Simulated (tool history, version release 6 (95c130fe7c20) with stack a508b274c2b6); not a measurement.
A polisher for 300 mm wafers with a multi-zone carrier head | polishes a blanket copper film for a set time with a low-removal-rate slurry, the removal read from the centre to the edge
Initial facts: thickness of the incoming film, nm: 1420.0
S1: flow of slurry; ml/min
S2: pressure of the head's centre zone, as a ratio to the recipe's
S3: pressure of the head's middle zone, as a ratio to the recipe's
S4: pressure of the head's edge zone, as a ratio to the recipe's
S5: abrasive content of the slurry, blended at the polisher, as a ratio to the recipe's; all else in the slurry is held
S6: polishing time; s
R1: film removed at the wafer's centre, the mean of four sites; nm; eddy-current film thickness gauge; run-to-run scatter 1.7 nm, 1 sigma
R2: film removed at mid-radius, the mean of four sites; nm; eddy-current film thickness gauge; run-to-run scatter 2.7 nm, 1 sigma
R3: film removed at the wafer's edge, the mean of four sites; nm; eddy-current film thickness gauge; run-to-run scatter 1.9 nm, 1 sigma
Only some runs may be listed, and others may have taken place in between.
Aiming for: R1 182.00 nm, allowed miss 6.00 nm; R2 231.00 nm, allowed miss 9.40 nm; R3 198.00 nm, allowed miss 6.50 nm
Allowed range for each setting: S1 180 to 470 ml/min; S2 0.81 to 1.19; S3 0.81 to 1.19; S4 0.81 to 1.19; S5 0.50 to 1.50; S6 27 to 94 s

run,day,S1,S2,S3,S4,S5,S6,R1,R2,R3
1,0.000,300,1.00,1.00,1.00,1.00,60,148.78,151.31,154.83
2,0.054,300,1.05,1.00,1.00,1.00,60,155.91,152.72,156.61
3,0.300,305,1.03,1.04,1.00,1.10,62,161.62,162.04,163.85
4,0.512,310,0.99,1.07,0.97,1.15,65,164.57,180.36,168.32
5,0.762,310,0.99,1.14,0.97,1.15,65,163.15,190.82,169.25
6,1.096,315,0.98,1.15,0.98,1.20,66,170.61,202.44,176.07
7,1.242,325,0.97,1.16,1.00,1.25,66,168.78,199.76,178.92
8,1.383,325,0.96,1.16,1.00,1.30,67,171.55,204.81,181.14
9,1.692,325,0.95,1.17,1.00,1.30,68,169.61,212.58,187.99
10,1.938,325,0.95,1.17,1.00,1.30,68,171.93,209.43,187.15
11,2.058,325,0.95,1.17,1.00,1.30,68,172.85,211.97,185.24
12,2.300,325,0.95,1.17,1.00,1.30,68,173.23,209.81,186.96
13,2.404,325,0.94,1.17,0.99,1.30,69,175.32,213.87,186.73
14,2.662,325,0.93,1.17,0.99,1.35,70,175.79,217.86,192.38

Consider the 4 candidate settings below. Which is the only one whose results all fall within their allowed miss of target?
A,2.921,430,0.91,1.16,0.93,1.35,73,?,?,?
B,2.921,370,0.89,1.18,1.08,1.30,68,?,?,?
C,2.921,320,0.95,1.05,1.01,1.35,72,?,?,?
D,2.921,320,0.98,1.10,0.98,1.50,68,?,?,?

move,R1,R2,R3
A,184.52,231.42,195.77
B,164.55,214.40,191.51
C,184.77,204.37,196.67
D,184.48,205.67,187.58
A: all results land within tolerance of their targets
B: misses by more than the last run did
C: misses by more than the last run did
D: misses by more than the last run did
Correct choice: A, which meets every target

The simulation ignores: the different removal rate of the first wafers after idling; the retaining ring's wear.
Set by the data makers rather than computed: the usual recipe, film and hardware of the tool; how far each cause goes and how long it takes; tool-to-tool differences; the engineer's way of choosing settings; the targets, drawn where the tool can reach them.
